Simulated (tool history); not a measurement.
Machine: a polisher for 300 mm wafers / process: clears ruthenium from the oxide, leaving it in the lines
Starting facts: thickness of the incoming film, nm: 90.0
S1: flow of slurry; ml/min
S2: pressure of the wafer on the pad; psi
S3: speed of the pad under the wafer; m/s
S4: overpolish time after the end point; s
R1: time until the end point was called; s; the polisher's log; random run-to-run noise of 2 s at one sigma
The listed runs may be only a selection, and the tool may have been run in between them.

run    day   S1   S2    S3  S4       R1
  1  0.000  150  2.7  0.82  47   92.219
  2  0.171  150  2.4  0.82  47  101.190
  3  0.204  150  2.2  0.82  47  108.060
  4  0.354  175  2.2  0.82  47  102.840
  5  0.417  175  2.2  1.00  47   84.246
  6  0.654  175  2.2  1.00  50   86.400

Predict the results of run 7:
  7  1.000  170  1.5  0.92  50   ?

Run 7 yielded R1 115.190 s.
